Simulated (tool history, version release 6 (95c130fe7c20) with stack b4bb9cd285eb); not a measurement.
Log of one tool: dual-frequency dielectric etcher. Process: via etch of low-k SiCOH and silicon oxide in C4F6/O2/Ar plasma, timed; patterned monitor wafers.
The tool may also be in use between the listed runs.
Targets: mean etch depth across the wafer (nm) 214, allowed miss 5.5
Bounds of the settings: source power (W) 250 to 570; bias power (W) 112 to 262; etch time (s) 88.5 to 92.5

run    day  source power (W)  bias power (W)  etch time (s)  mean etch depth across the wafer (nm)
  1      0               410             187           88.5                                 263.01
  2  0.146               410             187           88.5                                 260.14
  3  0.321               380             178           88.5                                 251.37
  4  0.529               350             169           88.5                                 233.79
  5  0.625               340             168           88.5                                 229.62
  6  0.792               340             195           88.5                                 236.79
  7  1.025               260             172           88.5                                 193.82
  8  1.362               270             173           88.5                                  200.4
  9  1.475               280             174           88.5                                 206.51

Which of these 5 next moves meets every target?
  A  1.588               320             172             91                                      ?
  B  1.588               280             172           92.5                                      ?
  C  1.588               260             171           89.5                                      ?
  D  1.588               330             171           90.5                                      ?
  E  1.588               270             163           90.5                                      ?

move  mean etch depth across the wafer (nm)
   A                                 229.15
   B                                 214.56
   C                                 197.46
   D                                  231.7
   E                                 202.12
A: takes the result that was furthest off past its target
B: meets every target
C: further off than the last run
D: takes the result that was furthest off past its target
E: further off than the last run
Answer: B
